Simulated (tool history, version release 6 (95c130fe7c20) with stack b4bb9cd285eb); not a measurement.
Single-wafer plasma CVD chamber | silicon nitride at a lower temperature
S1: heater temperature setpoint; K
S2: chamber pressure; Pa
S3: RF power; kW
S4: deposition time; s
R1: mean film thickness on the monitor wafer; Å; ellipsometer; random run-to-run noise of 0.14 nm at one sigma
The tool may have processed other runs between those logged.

run 1 hour=0 | S1=628.15 S2=227 S3=0.295 S4=33.6 | R1=398.76
run 2 hour=7.3 | S1=628.15 S2=207 S3=0.29 S4=33.6 | R1=388.38
run 3 hour=12.8 | S1=628.15 S2=207 S3=0.29 S4=34.6 | R1=401.64
run 4 hour=16.4 | S1=632.15 S2=207 S3=0.29 S4=34.6 | R1=400.16
run 5 hour=19.6 | S1=632.15 S2=207 S3=0.305 S4=34.6 | R1=411.97
run 6 hour=23.9 | S1=632.15 S2=188 S3=0.295 S4=34.6 | R1=395.94

What will run 7 give?
run 7 hour=30.5 | S1=632.15 S2=175 S3=0.29 S4=34.6 | R1=?

R1: 384.61 Å
